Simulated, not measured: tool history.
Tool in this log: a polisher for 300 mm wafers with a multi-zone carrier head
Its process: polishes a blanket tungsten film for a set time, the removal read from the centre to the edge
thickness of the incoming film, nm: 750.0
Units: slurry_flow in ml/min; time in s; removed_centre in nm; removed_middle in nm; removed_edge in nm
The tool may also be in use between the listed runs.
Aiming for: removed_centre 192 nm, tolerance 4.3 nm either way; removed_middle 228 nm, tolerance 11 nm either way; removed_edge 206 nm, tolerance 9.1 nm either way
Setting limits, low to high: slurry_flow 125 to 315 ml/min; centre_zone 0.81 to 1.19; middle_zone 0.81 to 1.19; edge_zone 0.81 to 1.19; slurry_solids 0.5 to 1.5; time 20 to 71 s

{"run": 1, "hour": 0.0, "slurry_flow": 205, "centre_zone": 1, "middle_zone": 1, "edge_zone": 1, "slurry_solids": 1, "time": 45, "removed_centre": 250.97, "removed_middle": 252.22, "removed_edge": 253.36}
{"run": 2, "hour": 5.2, "slurry_flow": 205, "centre_zone": 1, "middle_zone": 0.97, "edge_zone": 1, "slurry_solids": 1, "time": 45, "removed_centre": 250.13, "removed_middle": 248.25, "removed_edge": 253.69}
{"run": 3, "hour": 12.6, "slurry_flow": 205, "centre_zone": 1, "middle_zone": 0.97, "edge_zone": 0.92, "slurry_solids": 1, "time": 45, "removed_centre": 251.01, "removed_middle": 244.83, "removed_edge": 242.03}
{"run": 4, "hour": 19.2, "slurry_flow": 205, "centre_zone": 1, "middle_zone": 0.97, "edge_zone": 0.97, "slurry_solids": 1, "time": 45, "removed_centre": 252.02, "removed_middle": 244.65, "removed_edge": 251.41}
{"run": 5, "hour": 21.3, "slurry_flow": 205, "centre_zone": 1, "middle_zone": 0.97, "edge_zone": 0.97, "slurry_solids": 1, "time": 50, "removed_centre": 281.27, "removed_middle": 272.81, "removed_edge": 281.66}
{"run": 6, "hour": 24.0, "slurry_flow": 205, "centre_zone": 1, "middle_zone": 0.97, "edge_zone": 0.89, "slurry_solids": 1, "time": 50, "removed_centre": 280.72, "removed_middle": 280.56, "removed_edge": 271.03}
{"run": 7, "hour": 32.8, "slurry_flow": 200, "centre_zone": 0.98, "middle_zone": 0.97, "edge_zone": 0.88, "slurry_solids": 0.9, "time": 49, "removed_centre": 262.48, "removed_middle": 265.25, "removed_edge": 254.72}
{"run": 8, "hour": 40.1, "slurry_flow": 195, "centre_zone": 0.96, "middle_zone": 0.97, "edge_zone": 0.87, "slurry_solids": 0.85, "time": 49, "removed_centre": 254.85, "removed_middle": 262.31, "removed_edge": 250.76}
{"run": 9, "hour": 45.8, "slurry_flow": 190, "centre_zone": 0.94, "middle_zone": 0.97, "edge_zone": 0.86, "slurry_solids": 0.8, "time": 48, "removed_centre": 242.53, "removed_middle": 255.25, "removed_edge": 240.58}
{"run": 10, "hour": 54.9, "slurry_flow": 160, "centre_zone": 0.84, "middle_zone": 0.96, "edge_zone": 0.81, "slurry_solids": 0.55, "time": 45, "removed_centre": 184.63, "removed_middle": 207.77, "removed_edge": 203.14}
{"run": 11, "hour": 57.7, "slurry_flow": 160, "centre_zone": 0.84, "middle_zone": 0.96, "edge_zone": 0.81, "slurry_solids": 0.55, "time": 45, "removed_centre": 181.62, "removed_middle": 217.32, "removed_edge": 201.59}
{"run": 12, "hour": 59.4, "slurry_flow": 165, "centre_zone": 0.84, "middle_zone": 0.96, "edge_zone": 0.81, "slurry_solids": 0.55, "time": 45, "removed_centre": 186.19, "removed_middle": 216.79, "removed_edge": 198.98}

Which of these 5 next moves meets every target?
{"run": "A", "hour": 61.1, "slurry_flow": 235, "centre_zone": 0.87, "middle_zone": 1.09, "edge_zone": 0.81, "slurry_solids": 0.55, "time": 45, "removed_centre": "?", "removed_middle": "?", "removed_edge": "?"}
{"run": "B", "hour": 61.1, "slurry_flow": 315, "centre_zone": 0.86, "middle_zone": 1.14, "edge_zone": 0.81, "slurry_solids": 0.5, "time": 41, "removed_centre": "?", "removed_middle": "?", "removed_edge": "?"}
{"run": "C", "hour": 61.1, "slurry_flow": 165, "centre_zone": 0.81, "middle_zone": 1.02, "edge_zone": 0.82, "slurry_solids": 0.55, "time": 46, "removed_centre": "?", "removed_middle": "?", "removed_edge": "?"}
{"run": "D", "hour": 61.1, "slurry_flow": 310, "centre_zone": 0.97, "middle_zone": 1.09, "edge_zone": 0.81, "slurry_solids": 0.5, "time": 40, "removed_centre": "?", "removed_middle": "?", "removed_edge": "?"}
{"run": "E", "hour": 61.1, "slurry_flow": 195, "centre_zone": 0.84, "middle_zone": 0.99, "edge_zone": 0.81, "slurry_solids": 0.65, "time": 44, "removed_centre": "?", "removed_middle": "?", "removed_edge": "?"}

move=A removed_centre=202.51 removed_middle=247.37 removed_edge=206.99
move=B removed_centre=186.06 removed_middle=237.85 removed_edge=189.92
move=C removed_centre=182.81 removed_middle=226.88 removed_edge=204.88
move=D removed_centre=202.48 removed_middle=222.84 removed_edge=185.2
move=E removed_centre=191.86 removed_middle=223.86 removed_edge=204.84
A: carries the result that was furthest off beyond its target, to the other side
B: the biggest miss grows against the last run
C: the biggest miss grows against the last run
D: carries the result that was furthest off beyond its target, to the other side
E: every result lands within tolerance
The move that meets every target is E.

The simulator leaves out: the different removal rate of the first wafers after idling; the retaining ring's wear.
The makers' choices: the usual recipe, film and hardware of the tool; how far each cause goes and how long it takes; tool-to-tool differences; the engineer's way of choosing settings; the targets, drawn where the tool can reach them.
